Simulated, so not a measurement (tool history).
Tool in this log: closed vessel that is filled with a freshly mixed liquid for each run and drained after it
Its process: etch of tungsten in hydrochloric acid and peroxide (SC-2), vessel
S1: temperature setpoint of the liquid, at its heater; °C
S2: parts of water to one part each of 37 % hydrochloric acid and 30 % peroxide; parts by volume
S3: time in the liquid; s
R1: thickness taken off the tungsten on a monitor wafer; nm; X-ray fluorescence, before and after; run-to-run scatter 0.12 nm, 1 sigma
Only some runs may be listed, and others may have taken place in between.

Run 1, hour 0: S1 47 °C, S2 10.5 parts by volume, S3 220 s. Result: R1 18.517 nm.
Run 2, hour 5.5: S1 47 °C, S2 8.5 parts by volume, S3 220 s. Result: R1 21.903 nm.
Run 3, hour 9: S1 49.5 °C, S2 8.5 parts by volume, S3 220 s. Result: R1 26.032 nm.
Run 4, hour 14.5: S1 51 °C, S2 8.5 parts by volume, S3 220 s. Result: R1 28.849 nm.
Run 5, hour 19.3: S1 52 °C, S2 8.5 parts by volume, S3 220 s. Result: R1 30.772 nm.
Run 6, hour 22.3: S1 53 °C, S2 8.5 parts by volume, S3 220 s. Result: R1 32.798 nm.
Run 7, hour 29.3: S1 53.5 °C, S2 8.5 parts by volume, S3 220 s. Result: R1 33.777 nm.

Forecast run 8:
Run 8, hour 34: S1 53.5 °C, S2 8.5 parts by volume, S3 220 s. Result: R1 ?.

Run 8 measured R1 33.829 nm.

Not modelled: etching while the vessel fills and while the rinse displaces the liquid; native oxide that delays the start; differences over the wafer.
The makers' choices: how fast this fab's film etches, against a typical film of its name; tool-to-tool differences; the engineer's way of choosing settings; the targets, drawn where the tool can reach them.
